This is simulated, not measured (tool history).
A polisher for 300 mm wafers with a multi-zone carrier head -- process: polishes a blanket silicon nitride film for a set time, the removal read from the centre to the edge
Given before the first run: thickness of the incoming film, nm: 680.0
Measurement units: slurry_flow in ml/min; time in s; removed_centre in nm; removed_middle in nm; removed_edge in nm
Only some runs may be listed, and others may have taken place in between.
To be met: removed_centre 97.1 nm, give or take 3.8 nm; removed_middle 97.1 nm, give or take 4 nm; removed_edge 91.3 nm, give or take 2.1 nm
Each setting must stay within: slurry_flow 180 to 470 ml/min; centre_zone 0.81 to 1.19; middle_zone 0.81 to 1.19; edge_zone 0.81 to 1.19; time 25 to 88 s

{"run": 1, "hour": 0.0, "slurry_flow": 300, "centre_zone": 1, "middle_zone": 1, "edge_zone": 1, "time": 56, "removed_centre": 111.8, "removed_middle": 110.31, "removed_edge": 110.27}
{"run": 2, "hour": 2.2, "slurry_flow": 295, "centre_zone": 0.99, "middle_zone": 0.99, "edge_zone": 0.96, "time": 55, "removed_centre": 110.65, "removed_middle": 107.47, "removed_edge": 105.72}
{"run": 3, "hour": 4.9, "slurry_flow": 295, "centre_zone": 0.99, "middle_zone": 0.99, "edge_zone": 0.96, "time": 68, "removed_centre": 136.47, "removed_middle": 131.63, "removed_edge": 129.46}
{"run": 4, "hour": 7.9, "slurry_flow": 295, "centre_zone": 0.99, "middle_zone": 0.92, "edge_zone": 0.96, "time": 68, "removed_centre": 133.82, "removed_middle": 125.66, "removed_edge": 131.43}
{"run": 5, "hour": 12.3, "slurry_flow": 295, "centre_zone": 0.99, "middle_zone": 0.92, "edge_zone": 0.89, "time": 68, "removed_centre": 134.52, "removed_middle": 127.69, "removed_edge": 125.67}
{"hour": 16.8, "done": "centre zone pressure recalibrated"}
{"run": 6, "hour": 16.8, "slurry_flow": 290, "centre_zone": 0.98, "middle_zone": 0.92, "edge_zone": 0.87, "time": 64, "removed_centre": 125.23, "removed_middle": 117.99, "removed_edge": 116.27}
{"run": 7, "hour": 24.2, "slurry_flow": 285, "centre_zone": 0.97, "middle_zone": 0.93, "edge_zone": 0.86, "time": 61, "removed_centre": 117.84, "removed_middle": 112.45, "removed_edge": 111.14}
{"run": 8, "hour": 26.8, "slurry_flow": 285, "centre_zone": 0.97, "middle_zone": 0.93, "edge_zone": 0.86, "time": 61, "removed_centre": 117.11, "removed_middle": 113.38, "removed_edge": 109.95}
{"run": 9, "hour": 33.2, "slurry_flow": 280, "centre_zone": 0.96, "middle_zone": 0.93, "edge_zone": 0.85, "time": 59, "removed_centre": 111, "removed_middle": 111.21, "removed_edge": 108.29}

4 candidate next runs follow, results not yet known. Just one meets every target within its allowed miss. Identify it.
{"run": "A", "hour": 39.6, "slurry_flow": 260, "centre_zone": 0.84, "middle_zone": 0.99, "edge_zone": 0.83, "time": 57, "removed_centre": "?", "removed_middle": "?", "removed_edge": "?"}
{"run": "B", "hour": 39.6, "slurry_flow": 355, "centre_zone": 0.94, "middle_zone": 1.16, "edge_zone": 0.81, "time": 46, "removed_centre": "?", "removed_middle": "?", "removed_edge": "?"}
{"run": "C", "hour": 39.6, "slurry_flow": 255, "centre_zone": 0.97, "middle_zone": 0.96, "edge_zone": 0.81, "time": 52, "removed_centre": "?", "removed_middle": "?", "removed_edge": "?"}
{"run": "D", "hour": 39.6, "slurry_flow": 255, "centre_zone": 0.92, "middle_zone": 0.93, "edge_zone": 0.86, "time": 54, "removed_centre": "?", "removed_middle": "?", "removed_edge": "?"}

move=A removed_centre=99.815 removed_middle=110.67 removed_edge=101.58
move=B removed_centre=89.381 removed_middle=102.67 removed_edge=82.807
move=C removed_centre=99.469 removed_middle=98.639 removed_edge=91.568
move=D removed_centre=99.827 removed_middle=100.29 removed_edge=97.674
A: an improvement on the last run, though not all results are within tolerance
B: carries the result that was furthest off beyond its target, to the other side
C: in spec on every target
D: an improvement on the last run, though not all results are within tolerance
C meets every target.
